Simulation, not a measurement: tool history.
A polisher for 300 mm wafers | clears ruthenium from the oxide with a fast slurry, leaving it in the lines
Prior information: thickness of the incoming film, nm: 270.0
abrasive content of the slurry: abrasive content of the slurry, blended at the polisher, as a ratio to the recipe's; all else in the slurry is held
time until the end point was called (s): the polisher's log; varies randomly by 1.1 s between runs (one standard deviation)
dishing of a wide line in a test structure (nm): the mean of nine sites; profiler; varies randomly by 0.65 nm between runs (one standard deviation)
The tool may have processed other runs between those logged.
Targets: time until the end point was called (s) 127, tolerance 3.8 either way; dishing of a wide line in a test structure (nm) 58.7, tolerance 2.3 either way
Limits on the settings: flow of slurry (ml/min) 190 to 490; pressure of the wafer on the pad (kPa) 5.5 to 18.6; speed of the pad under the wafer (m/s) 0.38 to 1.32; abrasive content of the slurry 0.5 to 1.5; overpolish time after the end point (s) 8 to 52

run,hour,flow of slurry (ml/min),pressure of the wafer on the pad (kPa),speed of the pad under the wafer (m/s),abrasive content of the slurry,overpolish time after the end point (s),time until the end point was called (s),dishing of a wide line in a test structure (nm)
1,0,315,11.7,0.84,1,26,114.9,45.619
2,6.4,315,11.7,0.84,0.9,26,124.97,43.331
3,9.7,315,11.7,0.84,0.9,16,123.44,30.387
4,14.3,315,11.7,0.84,0.9,19,123.61,35.215
5,22.7,315,9.7,0.84,0.9,19,149.14,29.581
6,24.9,315,10.3,0.84,0.9,22,139.46,36.034
7,32.2,315,10.3,0.84,0.9,24,140.29,37.869
8,35,315,10.3,0.84,0.9,26,141.34,39.511
9,40.8,315,10.3,0.84,0.9,28,139.3,42.161
10,43.3,315,10.3,0.84,0.9,29,139.99,44.174
11,47.9,315,10.3,0.84,0.9,30,139.42,43.823

Which one of the following 5 next-run settings gets every result inside its allowed miss? There is exactly one.
A,52.5,290,10.3,0.92,0.95,21,?,?
B,52.5,440,11,1,0.75,40,?,?
C,52.5,280,9.7,0.9,0.95,36,?,?
D,52.5,325,11,0.96,0.8,47,?,?
E,52.5,245,11,0.82,0.75,46,?,?

move,time until the end point was called (s),dishing of a wide line in a test structure (nm)
A,124.59,37.326
B,128.97,58.404
C,135.98,52.454
D,128.62,64.778
E,163.65,54.674
A: lands further from the targets than the last run did
B: all results land within tolerance of their targets
C: an improvement on the last run, though not all results are within tolerance
D: takes the biggest miss from the last run beyond its target
E: lands further from the targets than the last run did
B is the move that brings every result within its allowed miss.
